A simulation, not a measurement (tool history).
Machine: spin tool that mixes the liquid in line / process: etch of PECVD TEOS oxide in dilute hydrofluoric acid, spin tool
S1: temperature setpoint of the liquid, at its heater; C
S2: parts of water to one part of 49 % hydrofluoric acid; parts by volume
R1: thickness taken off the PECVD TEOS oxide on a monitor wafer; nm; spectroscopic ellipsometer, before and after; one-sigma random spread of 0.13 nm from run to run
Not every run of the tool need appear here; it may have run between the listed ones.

Run 1, hour 0.0: S1 26.0 C, S2 290 parts by volume, time under the liquid (s) 280. Result: R1 8.1093 nm.
Run 2, hour 7.9: S1 26.0 C, S2 355 parts by volume, time under the liquid (s) 280. Result: R1 6.1516 nm.
Run 3, hour 15.9: S1 27.5 C, S2 310 parts by volume, time under the liquid (s) 280. Result: R1 7.8471 nm.
Run 4, hour 24.5: S1 28.5 C, S2 275 parts by volume, time under the liquid (s) 280. Result: R1 9.4152 nm.
Run 5, hour 28.6: S1 30.0 C, S2 275 parts by volume, time under the liquid (s) 280. Result: R1 9.8546 nm.
Run 6, hour 34.6: S1 30.5 C, S2 245 parts by volume, time under the liquid (s) 280. Result: R1 11.7540 nm.
Run 7, hour 39.5: S1 34.0 C, S2 130 parts by volume, time under the liquid (s) 280. Result: R1 29.1330 nm.

Run 8 comes next. What will it give?
Run 8, hour 43.4: S1 33.0 C, S2 130 parts by volume, time under the liquid (s) 280. Result: R1 ?.

Run 8 measured R1 27.7800 nm.
